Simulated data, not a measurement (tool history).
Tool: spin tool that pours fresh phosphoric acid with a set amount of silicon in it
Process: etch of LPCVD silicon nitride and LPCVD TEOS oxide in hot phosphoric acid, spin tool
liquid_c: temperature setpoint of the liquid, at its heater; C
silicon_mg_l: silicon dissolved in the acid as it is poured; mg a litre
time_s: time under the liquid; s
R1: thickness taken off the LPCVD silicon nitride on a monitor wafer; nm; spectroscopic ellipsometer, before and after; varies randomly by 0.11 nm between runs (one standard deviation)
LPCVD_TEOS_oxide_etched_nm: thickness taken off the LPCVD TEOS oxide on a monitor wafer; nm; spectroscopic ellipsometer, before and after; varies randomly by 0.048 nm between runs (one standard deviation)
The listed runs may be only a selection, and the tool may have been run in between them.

{"run": 1, "hour": 0.0, "liquid_c": 163.0, "silicon_mg_l": 14.0, "time_s": 180, "R1": 17.754, "LPCVD_TEOS_oxide_etched_nm": 1.2174}
{"run": 2, "hour": 3.8, "liquid_c": 164.0, "silicon_mg_l": 14.0, "time_s": 185, "R1": 18.896, "LPCVD_TEOS_oxide_etched_nm": 1.3442}
{"run": 3, "hour": 4.4, "liquid_c": 165.0, "silicon_mg_l": 14.0, "time_s": 190, "R1": 20.228, "LPCVD_TEOS_oxide_etched_nm": 1.5167}
{"run": 4, "hour": 5.7, "liquid_c": 165.5, "silicon_mg_l": 14.0, "time_s": 190, "R1": 20.444, "LPCVD_TEOS_oxide_etched_nm": 1.5914}
{"hour": 8.3, "done": "dissolved silicon flow meter replaced"}
{"run": 5, "hour": 8.3, "liquid_c": 165.5, "silicon_mg_l": 6.0, "time_s": 190, "R1": 20.417, "LPCVD_TEOS_oxide_etched_nm": 1.9132}
{"run": 6, "hour": 9.3, "liquid_c": 166.0, "silicon_mg_l": 8.0, "time_s": 190, "R1": 20.805, "LPCVD_TEOS_oxide_etched_nm": 1.8555}

Forecast run 7:
{"run": 7, "hour": 16.6, "liquid_c": 166.0, "silicon_mg_l": 8.0, "time_s": 190, "R1": "?", "LPCVD_TEOS_oxide_etched_nm": "?"}

Run 7 measured R1 20.821 nm, LPCVD_TEOS_oxide_etched_nm 1.8617 nm.
